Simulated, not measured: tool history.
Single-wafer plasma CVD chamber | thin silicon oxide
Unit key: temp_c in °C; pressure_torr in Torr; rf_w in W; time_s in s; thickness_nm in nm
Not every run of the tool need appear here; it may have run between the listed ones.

{"run": 1, "day": 0.0, "temp_c": 405, "pressure_torr": 0.696, "rf_w": 325, "time_s": 6.54, "thickness_nm": 10.745}
{"run": 2, "day": 0.321, "temp_c": 405, "pressure_torr": 0.696, "rf_w": 325, "time_s": 6.75, "thickness_nm": 11.165}
{"run": 3, "day": 0.446, "temp_c": 405, "pressure_torr": 0.696, "rf_w": 325, "time_s": 6.75, "thickness_nm": 11.03}
{"run": 4, "day": 0.746, "temp_c": 400, "pressure_torr": 0.696, "rf_w": 325, "time_s": 6.75, "thickness_nm": 11.283}
{"run": 5, "day": 0.779, "temp_c": 399, "pressure_torr": 0.719, "rf_w": 325, "time_s": 6.75, "thickness_nm": 11.587}
{"run": 6, "day": 0.946, "temp_c": 399, "pressure_torr": 0.719, "rf_w": 325, "time_s": 6.75, "thickness_nm": 11.461}
{"run": 7, "day": 1.25, "temp_c": 399, "pressure_torr": 0.744, "rf_w": 325, "time_s": 6.75, "thickness_nm": 11.961}
{"run": 8, "day": 1.358, "temp_c": 399, "pressure_torr": 0.762, "rf_w": 325, "time_s": 6.75, "thickness_nm": 12.096}

For run 9, what comes out?
{"run": 9, "day": 1.421, "temp_c": 399, "pressure_torr": 0.782, "rf_w": 325, "time_s": 6.75, "thickness_nm": "?"}

thickness_nm: 12.592 nm
